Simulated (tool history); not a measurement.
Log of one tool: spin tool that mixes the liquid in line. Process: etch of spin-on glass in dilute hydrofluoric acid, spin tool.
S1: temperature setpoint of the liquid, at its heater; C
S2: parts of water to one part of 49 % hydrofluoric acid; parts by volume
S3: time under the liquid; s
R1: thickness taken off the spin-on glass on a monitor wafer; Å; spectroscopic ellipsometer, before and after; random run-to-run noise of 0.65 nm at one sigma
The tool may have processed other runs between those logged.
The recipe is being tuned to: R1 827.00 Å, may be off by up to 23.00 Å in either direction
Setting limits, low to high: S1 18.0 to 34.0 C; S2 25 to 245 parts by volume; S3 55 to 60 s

| run | hour | S1 | S2 | S3 | R1 |
|---|---|---|---|---|---|
| 1 | 0.0 | 26.0 | 135 | 55 | 224.23 |
| 2 | 7.8 | 26.0 | 135 | 60 | 247.09 |
| 3 | 9.8 | 28.0 | 110 | 60 | 333.85 |
| 4 | 13.4 | 30.0 | 110 | 60 | 361.95 |
| 5 | 14.1 | 32.5 | 110 | 60 | 401.73 |
| 6 | 21.9 | 33.0 | 90 | 60 | 516.21 |
| 7 | 22.9 | 33.0 | 80 | 60 | 580.02 |
| 8 | 26.3 | 33.0 | 75 | 60 | 620.49 |
| 9 | 32.6 | 33.0 | 70 | 60 | 671.40 |
| 10 | 34.9 | 33.0 | 65 | 60 | 729.95 |

Of the 5 settings listed for the next run, only one would bring every result within its allowed miss of target. Which one?
| A | 37.2 | 33.5 | 70 | 55 | ? |
| B | 37.2 | 34.0 | 65 | 60 | ? |
| C | 37.2 | 32.0 | 70 | 55 | ? |
| D | 37.2 | 34.0 | 60 | 60 | ? |
| E | 37.2 | 33.5 | 75 | 60 | ? |

| move | R1 |
|---|---|
| A | 627.58 |
| B | 757.36 |
| C | 593.15 |
| D | 827.30 |
| E | 633.88 |
A: lands further from the targets than the last run did
B: gains on the last run, yet a result remains outside its allowed miss
C: lands further from the targets than the last run did
D: all results land within tolerance of their targets
E: lands further from the targets than the last run did
Correct choice: D, which meets every target

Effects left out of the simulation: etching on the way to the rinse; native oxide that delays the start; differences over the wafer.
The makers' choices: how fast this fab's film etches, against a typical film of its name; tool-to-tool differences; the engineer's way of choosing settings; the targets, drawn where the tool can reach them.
